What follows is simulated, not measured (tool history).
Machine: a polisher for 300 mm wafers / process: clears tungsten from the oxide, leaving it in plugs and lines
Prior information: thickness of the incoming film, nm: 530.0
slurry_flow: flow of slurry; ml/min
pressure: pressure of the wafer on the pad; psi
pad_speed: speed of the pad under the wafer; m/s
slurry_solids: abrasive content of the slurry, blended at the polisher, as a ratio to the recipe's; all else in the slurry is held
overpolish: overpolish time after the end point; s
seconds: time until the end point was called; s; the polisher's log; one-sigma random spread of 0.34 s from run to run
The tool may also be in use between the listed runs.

| run | hour | slurry_flow | pressure | pad_speed | slurry_solids | overpolish | seconds |
|---|---|---|---|---|---|---|---|
| 1 | 0.0 | 160 | 4.9 | 1.22 | 1.0 | 52 | 57.585 |
| 2 | 3.9 | 160 | 5.2 | 1.22 | 1.0 | 52 | 54.563 |
| 3 | 7.0 | 160 | 5.5 | 1.22 | 1.0 | 52 | 51.084 |
| 4 | 12.2 | 160 | 5.7 | 1.22 | 1.0 | 52 | 49.849 |
| 5 | 18.7 | 160 | 5.7 | 1.22 | 1.2 | 52 | 47.923 |
| 6 | 20.4 | 160 | 5.9 | 1.22 | 1.2 | 52 | 47.207 |
| 7 | 23.9 | 160 | 6.1 | 1.22 | 1.2 | 52 | 45.324 |
| 8 | 27.4 | 160 | 6.3 | 1.22 | 1.2 | 52 | 43.254 |
| 9 | 35.4 | 180 | 7.4 | 1.24 | 1.2 | 52 | 36.411 |

Expected results for the next run?
| 10 | 40.3 | 180 | 7.5 | 1.24 | 1.2 | 52 | ? |

{"run 10": {"seconds": 36.539}}
